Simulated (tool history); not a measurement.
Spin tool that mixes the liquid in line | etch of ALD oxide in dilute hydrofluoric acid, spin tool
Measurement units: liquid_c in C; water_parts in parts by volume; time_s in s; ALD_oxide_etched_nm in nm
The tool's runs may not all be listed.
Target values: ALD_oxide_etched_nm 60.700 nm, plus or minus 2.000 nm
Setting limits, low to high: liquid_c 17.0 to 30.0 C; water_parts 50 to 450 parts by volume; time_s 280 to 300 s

| run | hour | liquid_c | water_parts | time_s | ALD_oxide_etched_nm |
|---|---|---|---|---|---|
| 1 | 0.0 | 22.0 | 250 | 280 | 29.561 |
| 2 | 6.5 | 25.0 | 250 | 280 | 32.884 |
| 3 | 10.9 | 25.0 | 205 | 280 | 42.533 |
| 4 | 19.1 | 25.0 | 205 | 300 | 45.531 |
| 5 | 26.3 | 25.0 | 205 | 280 | 41.512 |
| 6 | 35.2 | 22.5 | 205 | 280 | 38.301 |
| 7 | 39.9 | 23.5 | 200 | 280 | 41.654 |
| 8 | 41.6 | 24.5 | 195 | 280 | 43.669 |
| 9 | 44.5 | 25.0 | 190 | 280 | 46.584 |

5 next moves are on the table. One of them brings every result within its allowed miss. Which?
| A | 47.4 | 23.0 | 175 | 300 | ? |
| B | 47.4 | 20.5 | 140 | 300 | ? |
| C | 47.4 | 24.5 | 180 | 300 | ? |
| D | 47.4 | 26.5 | 250 | 300 | ? |
| E | 47.4 | 22.0 | 210 | 280 | ? |

| move | ALD_oxide_etched_nm |
|---|---|
| A | 50.187 |
| B | 59.099 |
| C | 51.343 |
| D | 36.797 |
| E | 36.233 |
A: moves toward the targets from the last run without getting all of them in spec
B: all results land within tolerance of their targets
C: moves toward the targets from the last run without getting all of them in spec
D: misses by more than the last run did
E: misses by more than the last run did
B meets every target.

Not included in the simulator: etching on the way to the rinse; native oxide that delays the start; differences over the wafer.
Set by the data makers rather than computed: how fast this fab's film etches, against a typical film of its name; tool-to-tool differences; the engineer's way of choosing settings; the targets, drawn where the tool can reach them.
